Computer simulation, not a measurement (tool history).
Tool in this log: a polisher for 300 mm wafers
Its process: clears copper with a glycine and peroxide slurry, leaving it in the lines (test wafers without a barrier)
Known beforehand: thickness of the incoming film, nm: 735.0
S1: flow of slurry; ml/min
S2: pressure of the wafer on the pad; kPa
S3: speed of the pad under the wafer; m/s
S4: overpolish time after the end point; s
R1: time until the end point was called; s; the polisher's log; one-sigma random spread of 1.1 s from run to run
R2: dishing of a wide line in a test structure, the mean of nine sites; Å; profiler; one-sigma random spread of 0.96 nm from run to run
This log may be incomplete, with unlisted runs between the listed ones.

Run 1, hour 0: S1 310 ml/min, S2 23.4 kPa, S3 1.22 m/s, S4 18 s. Result: R1 74.137 s, R2 743.32 Å.
Run 2, hour 3.7: S1 310 ml/min, S2 20.7 kPa, S3 1.22 m/s, S4 18 s. Result: R1 82.342 s, R2 725.62 Å.
Run 3, hour 10.2: S1 310 ml/min, S2 20.7 kPa, S3 1.08 m/s, S4 18 s. Result: R1 94.745 s, R2 665.64 Å.
Run 4, hour 14.5: S1 310 ml/min, S2 20.7 kPa, S3 0.9 m/s, S4 18 s. Result: R1 104.58 s, R2 619.65 Å.
Run 5, hour 20.1: S1 310 ml/min, S2 22.8 kPa, S3 0.9 m/s, S4 17 s. Result: R1 95.648 s, R2 619.2 Å.
Run 6, hour 28: S1 310 ml/min, S2 24.8 kPa, S3 0.9 m/s, S4 16 s. Result: R1 93.292 s, R2 623.04 Å.
Run 7, hour 34.9: S1 315 ml/min, S2 31.7 kPa, S3 1.24 m/s, S4 7 s. Result: R1 58.019 s, R2 490.58 Å.

Expected results for the next run?
Run 8, hour 38.4: S1 315 ml/min, S2 31.7 kPa, S3 1.24 m/s, S4 8 s. Result: R1 ?, R2 ?.

Run 8 produced R1 55.995 s, R2 541.42 Å.
